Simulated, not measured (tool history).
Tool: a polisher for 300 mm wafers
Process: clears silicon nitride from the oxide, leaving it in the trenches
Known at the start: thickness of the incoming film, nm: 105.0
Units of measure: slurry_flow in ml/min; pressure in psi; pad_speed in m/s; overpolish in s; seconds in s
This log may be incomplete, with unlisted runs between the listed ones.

Run 1, hour 0.0: slurry_flow 225 ml/min, pressure 2.8 psi, pad_speed 0.82 m/s, overpolish 7 s. Result: seconds 111.91 s.
Run 2, hour 8.3: slurry_flow 225 ml/min, pressure 2.8 psi, pad_speed 0.66 m/s, overpolish 7 s. Result: seconds 136.05 s.
Run 3, hour 11.3: slurry_flow 225 ml/min, pressure 2.2 psi, pad_speed 0.66 m/s, overpolish 7 s. Result: seconds 167.49 s.
Run 4, hour 13.4: slurry_flow 225 ml/min, pressure 2.2 psi, pad_speed 0.66 m/s, overpolish 7 s. Result: seconds 170.91 s.
At hour 17.1: slurry nozzle cleaned.
Run 5, hour 17.1: slurry_flow 190 ml/min, pressure 2.2 psi, pad_speed 0.66 m/s, overpolish 7 s. Result: seconds 170.93 s.
Run 6, hour 23.5: slurry_flow 190 ml/min, pressure 2.2 psi, pad_speed 0.66 m/s, overpolish 7 s. Result: seconds 173.43 s.

Estimate the outcome of run 7 from the log above:
Run 7, hour 26.2: slurry_flow 195 ml/min, pressure 2.9 psi, pad_speed 0.68 m/s, overpolish 7 s. Result: seconds ?.

Run 7 measured seconds 125.88 s.
